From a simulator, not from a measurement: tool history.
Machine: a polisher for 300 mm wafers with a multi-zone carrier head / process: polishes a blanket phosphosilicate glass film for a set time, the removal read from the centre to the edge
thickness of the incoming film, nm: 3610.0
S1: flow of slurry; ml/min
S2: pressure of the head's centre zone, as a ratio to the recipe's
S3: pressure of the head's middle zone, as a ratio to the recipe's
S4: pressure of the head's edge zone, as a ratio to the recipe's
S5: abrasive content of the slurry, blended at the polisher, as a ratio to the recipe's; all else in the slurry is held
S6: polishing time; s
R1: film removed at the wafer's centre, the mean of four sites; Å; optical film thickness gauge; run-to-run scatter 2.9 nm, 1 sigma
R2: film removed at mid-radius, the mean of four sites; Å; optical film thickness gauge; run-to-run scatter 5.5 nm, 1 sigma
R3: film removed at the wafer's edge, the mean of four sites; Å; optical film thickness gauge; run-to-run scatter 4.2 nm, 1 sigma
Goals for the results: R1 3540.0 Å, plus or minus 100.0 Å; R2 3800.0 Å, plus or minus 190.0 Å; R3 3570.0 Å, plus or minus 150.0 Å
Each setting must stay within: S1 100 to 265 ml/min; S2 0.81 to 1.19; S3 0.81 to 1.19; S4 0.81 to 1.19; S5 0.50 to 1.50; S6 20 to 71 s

{"run": 1, "hour": 0.0, "S1": 170, "S2": 1.0, "S3": 1.0, "S4": 1.0, "S5": 1.0, "S6": 45, "R1": 2324.5, "R2": 2299.8, "R3": 2384.3}
{"run": 2, "hour": 7.5, "S1": 170, "S2": 1.0, "S3": 1.0, "S4": 1.0, "S5": 0.8, "S6": 45, "R1": 1995.7, "R2": 1987.0, "R3": 2062.6}
{"run": 3, "hour": 11.3, "S1": 170, "S2": 1.0, "S3": 1.0, "S4": 0.93, "S5": 0.8, "S6": 45, "R1": 2014.1, "R2": 2017.6, "R3": 2018.9}
{"run": 4, "hour": 15.7, "S1": 170, "S2": 1.0, "S3": 0.96, "S4": 0.93, "S5": 0.8, "S6": 45, "R1": 1992.6, "R2": 1912.7, "R3": 2012.8}
{"run": 5, "hour": 22.4, "S1": 170, "S2": 0.94, "S3": 0.96, "S4": 0.93, "S5": 0.8, "S6": 45, "R1": 1846.2, "R2": 1926.9, "R3": 2061.8}
{"run": 6, "hour": 28.7, "S1": 155, "S2": 0.94, "S3": 0.96, "S4": 0.93, "S5": 0.8, "S6": 45, "R1": 1855.0, "R2": 1899.1, "R3": 1989.1}
{"run": 7, "hour": 32.5, "S1": 205, "S2": 1.04, "S3": 1.06, "S4": 1.0, "S5": 1.05, "S6": 52, "R1": 2931.0, "R2": 2808.1, "R3": 2863.7}
{"run": 8, "hour": 38.5, "S1": 230, "S2": 1.01, "S3": 1.16, "S4": 1.04, "S5": 1.3, "S6": 53, "R1": 3224.6, "R2": 3610.4, "R3": 3337.9}
{"run": 9, "hour": 43.8, "S1": 235, "S2": 1.02, "S3": 1.16, "S4": 1.05, "S5": 1.3, "S6": 53, "R1": 3301.9, "R2": 3645.7, "R3": 3412.6}
{"run": 10, "hour": 50.2, "S1": 240, "S2": 1.03, "S3": 1.16, "S4": 1.06, "S5": 1.3, "S6": 53, "R1": 3339.6, "R2": 3548.0, "R3": 3406.9}
{"run": 11, "hour": 56.1, "S1": 240, "S2": 1.03, "S3": 1.16, "S4": 1.06, "S5": 1.3, "S6": 53, "R1": 3340.8, "R2": 3632.9, "R3": 3410.4}
{"run": 12, "hour": 57.3, "S1": 240, "S2": 1.04, "S3": 1.16, "S4": 1.07, "S5": 1.3, "S6": 53, "R1": 3341.8, "R2": 3515.5, "R3": 3404.9}
{"run": 13, "hour": 60.0, "S1": 240, "S2": 1.04, "S3": 1.16, "S4": 1.07, "S5": 1.3, "S6": 53, "R1": 3378.6, "R2": 3571.2, "R3": 3415.5}
{"run": 14, "hour": 60.6, "S1": 240, "S2": 1.04, "S3": 1.17, "S4": 1.07, "S5": 1.3, "S6": 53, "R1": 3378.9, "R2": 3652.6, "R3": 3434.8}
{"run": 15, "hour": 69.6, "S1": 240, "S2": 1.04, "S3": 1.17, "S4": 1.08, "S5": 1.3, "S6": 53, "R1": 3404.8, "R2": 3602.3, "R3": 3419.7}
{"run": 16, "hour": 74.9, "S1": 245, "S2": 1.04, "S3": 1.18, "S4": 1.09, "S5": 1.35, "S6": 53, "R1": 3380.0, "R2": 3853.9, "R3": 3548.1}

Next run, 5 choices. One meets every target within its allowed miss, the rest don't. Which?
{"run": "A", "hour": 80.2, "S1": 235, "S2": 1.08, "S3": 1.19, "S4": 1.09, "S5": 1.25, "S6": 50, "R1": "?", "R2": "?", "R3": "?"}
{"run": "B", "hour": 80.2, "S1": 240, "S2": 1.07, "S3": 1.11, "S4": 0.96, "S5": 1.4, "S6": 57, "R1": "?", "R2": "?", "R3": "?"}
{"run": "C", "hour": 80.2, "S1": 265, "S2": 1.05, "S3": 1.18, "S4": 1.09, "S5": 1.15, "S6": 58, "R1": "?", "R2": "?", "R3": "?"}
{"run": "D", "hour": 80.2, "S1": 260, "S2": 1.0, "S3": 1.09, "S4": 1.19, "S5": 1.4, "S6": 56, "R1": "?", "R2": "?", "R3": "?"}
{"run": "E", "hour": 80.2, "S1": 265, "S2": 1.09, "S3": 1.12, "S4": 1.19, "S5": 1.4, "S6": 55, "R1": "?", "R2": "?", "R3": "?"}

move=A R1=3230.5 R2=3478.9 R3=3196.7
move=B R1=3836.3 R2=3929.4 R3=3596.0
move=C R1=3562.7 R2=3912.8 R3=3608.8
move=D R1=3557.7 R2=3837.2 R3=3976.6
move=E R1=3821.0 R2=3863.9 R3=3910.3
A: lands further from the targets than the last run did
B: carries the result that was furthest off beyond its target, to the other side
C: all results land within tolerance of their targets
D: the furthest-off result lands on target, but another misses its tolerance
E: carries the result that was furthest off beyond its target, to the other side
Move C is the one to make.

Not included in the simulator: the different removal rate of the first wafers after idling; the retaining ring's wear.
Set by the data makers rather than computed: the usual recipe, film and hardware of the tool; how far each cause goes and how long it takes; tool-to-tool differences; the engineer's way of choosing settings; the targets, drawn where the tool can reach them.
